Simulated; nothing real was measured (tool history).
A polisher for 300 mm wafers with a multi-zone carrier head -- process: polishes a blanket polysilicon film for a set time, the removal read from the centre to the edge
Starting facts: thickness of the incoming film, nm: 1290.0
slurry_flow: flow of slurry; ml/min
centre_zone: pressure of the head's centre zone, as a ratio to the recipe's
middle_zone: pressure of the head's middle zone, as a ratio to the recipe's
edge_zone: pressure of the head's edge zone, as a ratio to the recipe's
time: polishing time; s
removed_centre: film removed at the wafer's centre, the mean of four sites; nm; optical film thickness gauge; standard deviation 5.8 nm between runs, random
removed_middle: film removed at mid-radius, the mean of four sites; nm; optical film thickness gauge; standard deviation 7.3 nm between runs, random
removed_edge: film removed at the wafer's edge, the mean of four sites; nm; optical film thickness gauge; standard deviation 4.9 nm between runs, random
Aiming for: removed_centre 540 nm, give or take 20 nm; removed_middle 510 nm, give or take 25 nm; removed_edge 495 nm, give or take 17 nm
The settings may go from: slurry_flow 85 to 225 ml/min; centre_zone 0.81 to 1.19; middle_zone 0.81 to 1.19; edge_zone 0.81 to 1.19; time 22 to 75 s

run,hour,slurry_flow,centre_zone,middle_zone,edge_zone,time,removed_centre,removed_middle,removed_edge
1,0,145,1,1,1,48,444.51,450.89,453.35
2,4.6,145,1,1,1.05,48,441.27,457.95,464.86
3,13.4,155,1.02,1.01,1.05,48,466.15,463.2,466.44
4,18.9,165,1.03,1.02,1.06,48,468.51,473.64,473.83
5,25.8,165,1.03,1.02,1,48,468.29,473.78,465.09
6,27.7,165,1.03,0.98,1,48,469.14,463.34,461.21
7,29.8,175,1.05,0.99,1.01,48,489.4,460.59,467.2
8,34.4,175,1.05,0.99,1.01,48,486.82,462.12,465.18
9,40.7,180,1.06,1,1.02,48,498.69,468.18,465.84
10,46.4,185,1.06,1.01,1.03,48,483.49,468.58,466.86
11,50.6,200,1.13,1.05,1.03,51,566.71,510.81,506.9
12,55.5,200,1.12,1.05,1.02,51,564.87,512.03,500.89
13,56.6,200,1.11,1.05,1.02,51,561.77,515.73,503.92

Which single option among these 4 for the next run brings every result within its allowed miss of target? Just one does.
A,57.7,225,1.12,1.16,0.91,52,?,?,?
B,57.7,225,1.13,1.19,0.94,48,?,?,?
C,57.7,185,0.94,1.13,1.08,55,?,?,?
D,57.7,205,1.1,1.08,1.05,50,?,?,?

move,removed_centre,removed_middle,removed_edge
A,582.72,578.4,486.66
B,542.81,542.32,455.92
C,500.14,585.37,547.21
D,542.14,525.75,496.58
A: its largest miss is bigger than the last run's
B: brings the last run's worst result on target, with another outside its allowed miss
C: takes the result that was furthest off past its target
D: all results land within tolerance of their targets
So the answer is move D, the one that meets all the targets.

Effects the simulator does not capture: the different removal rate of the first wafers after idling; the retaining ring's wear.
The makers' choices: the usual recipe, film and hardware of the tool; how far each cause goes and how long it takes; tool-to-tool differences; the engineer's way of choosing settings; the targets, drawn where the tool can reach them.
